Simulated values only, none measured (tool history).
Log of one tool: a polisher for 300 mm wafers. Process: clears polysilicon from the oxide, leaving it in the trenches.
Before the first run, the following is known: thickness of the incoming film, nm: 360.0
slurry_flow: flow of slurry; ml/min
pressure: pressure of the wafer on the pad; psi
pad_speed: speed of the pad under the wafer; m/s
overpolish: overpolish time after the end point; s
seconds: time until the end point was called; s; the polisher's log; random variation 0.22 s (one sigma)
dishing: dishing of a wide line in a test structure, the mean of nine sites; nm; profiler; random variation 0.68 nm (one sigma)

| run | hour | slurry_flow | pressure | pad_speed | overpolish | seconds | dishing |
|---|---|---|---|---|---|---|---|
| 1 | 0.0 | 295 | 2.7 | 0.98 | 15 | 31.280 | 61.949 |
| 2 | 6.9 | 295 | 2.9 | 0.98 | 15 | 28.376 | 62.036 |
| 3 | 10.7 | 295 | 2.9 | 0.98 | 10 | 29.186 | 56.326 |
| 4 | 15.4 | 295 | 2.9 | 0.98 | 7 | 28.652 | 49.514 |
| 5 | 20.2 | 295 | 2.7 | 0.98 | 7 | 29.968 | 47.731 |
| 6 | 27.1 | 295 | 3.0 | 0.98 | 8 | 27.866 | 53.099 |
| 7 | 30.1 | 295 | 3.2 | 0.98 | 9 | 25.949 | 55.601 |
| 8 | 32.2 | 295 | 3.3 | 0.98 | 10 | 24.683 | 58.024 |
| 9 | 41.1 | 295 | 3.4 | 0.98 | 11 | 24.977 | 60.829 |
| 10 | 49.3 | 295 | 3.5 | 0.98 | 11 | 24.001 | 62.269 |
| 11 | 53.7 | 295 | 3.6 | 0.98 | 11 | 22.930 | 61.427 |

What will run 12 give?
| 12 | 60.5 | 295 | 3.6 | 0.98 | 12 | ? | ? |

Run 12 gave seconds 22.800 s, dishing 63.285 nm.
